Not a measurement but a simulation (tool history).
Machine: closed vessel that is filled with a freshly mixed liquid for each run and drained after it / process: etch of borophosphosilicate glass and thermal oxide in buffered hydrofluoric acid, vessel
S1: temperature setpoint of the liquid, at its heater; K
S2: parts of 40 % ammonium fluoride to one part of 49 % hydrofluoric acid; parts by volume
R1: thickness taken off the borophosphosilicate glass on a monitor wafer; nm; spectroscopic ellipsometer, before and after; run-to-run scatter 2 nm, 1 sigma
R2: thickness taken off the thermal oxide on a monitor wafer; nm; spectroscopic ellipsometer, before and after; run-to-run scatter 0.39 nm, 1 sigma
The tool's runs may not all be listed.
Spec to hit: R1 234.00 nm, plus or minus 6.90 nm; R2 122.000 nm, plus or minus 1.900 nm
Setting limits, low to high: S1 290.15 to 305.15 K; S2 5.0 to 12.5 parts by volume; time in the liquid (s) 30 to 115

run 1 hour=0.0 | S1=297.15 S2=7.5 time_in_the_liquid_(s)=60 | R1=170.24 R2=90.404
run 2 hour=1.5 | S1=298.65 S2=7.5 time_in_the_liquid_(s)=60 | R1=185.75 R2=97.724
run 3 hour=6.8 | S1=299.65 S2=7.5 time_in_the_liquid_(s)=60 | R1=195.80 R2=104.010
run 4 hour=14.8 | S1=300.15 S2=7.5 time_in_the_liquid_(s)=60 | R1=199.92 R2=106.190
run 5 hour=21.8 | S1=300.15 S2=7.5 time_in_the_liquid_(s)=45 | R1=152.89 R2=79.791
run 6 hour=27.3 | S1=301.65 S2=7.0 time_in_the_liquid_(s)=45 | R1=177.70 R2=92.704
run 7 hour=34.0 | S1=302.65 S2=7.0 time_in_the_liquid_(s)=45 | R1=185.96 R2=98.059
run 8 hour=36.1 | S1=305.15 S2=6.0 time_in_the_liquid_(s)=45 | R1=244.24 R2=128.030
run 9 hour=43.2 | S1=304.65 S2=6.0 time_in_the_liquid_(s)=45 | R1=237.59 R2=124.630

Which of these 4 next moves meets every target?
run A hour=50.3 | S1=303.65 S2=6.5 time_in_the_liquid_(s)=50 | R1=? R2=?
run B hour=50.3 | S1=303.65 S2=7.0 time_in_the_liquid_(s)=55 | R1=? R2=?
run C hour=50.3 | S1=304.65 S2=12.0 time_in_the_liquid_(s)=90 | R1=? R2=?
run D hour=50.3 | S1=303.65 S2=5.5 time_in_the_liquid_(s)=45 | R1=? R2=?

move=A R1=231.96 R2=123.060
move=B R1=239.04 R2=126.950
move=C R1=245.00 R2=130.750
move=D R1=241.53 R2=127.740
A: every result lands within tolerance
B: further off than the last run
C: further off than the last run
D: further off than the last run
The right move is A.

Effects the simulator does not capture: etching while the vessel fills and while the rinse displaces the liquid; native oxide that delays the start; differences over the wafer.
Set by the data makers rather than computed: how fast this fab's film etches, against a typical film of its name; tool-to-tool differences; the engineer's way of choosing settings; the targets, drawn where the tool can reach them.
